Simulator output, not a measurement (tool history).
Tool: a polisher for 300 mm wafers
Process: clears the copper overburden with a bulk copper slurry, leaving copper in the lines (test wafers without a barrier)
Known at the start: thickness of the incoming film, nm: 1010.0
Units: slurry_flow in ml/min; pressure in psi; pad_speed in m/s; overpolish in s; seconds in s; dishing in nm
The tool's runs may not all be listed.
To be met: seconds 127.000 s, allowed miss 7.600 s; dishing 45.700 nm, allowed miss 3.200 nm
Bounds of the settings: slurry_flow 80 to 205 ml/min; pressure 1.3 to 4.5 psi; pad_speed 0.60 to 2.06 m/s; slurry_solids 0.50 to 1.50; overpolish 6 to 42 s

| run | day | slurry_flow | pressure | pad_speed | slurry_solids | overpolish | seconds | dishing |
|---|---|---|---|---|---|---|---|---|
| 1 | 0.000 | 135 | 2.9 | 1.32 | 1.00 | 21 | 101.680 | 99.433 |
| 2 | 0.217 | 135 | 2.9 | 1.04 | 1.00 | 21 | 117.310 | 94.456 |
| 3 | 0.462 | 135 | 2.9 | 1.38 | 1.00 | 21 | 94.959 | 99.101 |
| 4 | 0.804 | 130 | 2.5 | 1.48 | 1.00 | 16 | 103.180 | 83.669 |
| 5 | 1.025 | 130 | 2.5 | 1.48 | 1.00 | 12 | 100.560 | 67.306 |
| 6 | 1.221 | 130 | 2.3 | 1.48 | 1.00 | 10 | 112.720 | 56.970 |
| 7 | 1.333 | 130 | 2.2 | 1.48 | 1.00 | 9 | 108.770 | 48.159 |
| 8 | 1.683 | 125 | 2.1 | 1.46 | 1.00 | 10 | 115.600 | 52.601 |
| 9 | 1.862 | 125 | 2.0 | 1.46 | 1.00 | 10 | 118.560 | 51.787 |
| 10 | 2.196 | 125 | 1.9 | 1.46 | 1.00 | 10 | 120.650 | 51.834 |

4 next moves are on the table. One of them brings every result within its allowed miss. Which?
| A | 2.529 | 135 | 1.8 | 1.38 | 1.10 | 9 | ? | ? |
| B | 2.529 | 100 | 1.5 | 1.70 | 1.15 | 8 | ? | ? |
| C | 2.529 | 105 | 2.3 | 1.32 | 1.30 | 13 | ? | ? |
| D | 2.529 | 130 | 1.4 | 1.44 | 1.05 | 13 | ? | ? |

| move | seconds | dishing |
|---|---|---|
| A | 131.040 | 44.993 |
| B | 130.840 | 40.563 |
| C | 118.990 | 65.564 |
| D | 146.310 | 54.429 |
A: meets every target
B: takes the result that was furthest off past its target
C: further off than the last run
D: further off than the last run
The right move is A.

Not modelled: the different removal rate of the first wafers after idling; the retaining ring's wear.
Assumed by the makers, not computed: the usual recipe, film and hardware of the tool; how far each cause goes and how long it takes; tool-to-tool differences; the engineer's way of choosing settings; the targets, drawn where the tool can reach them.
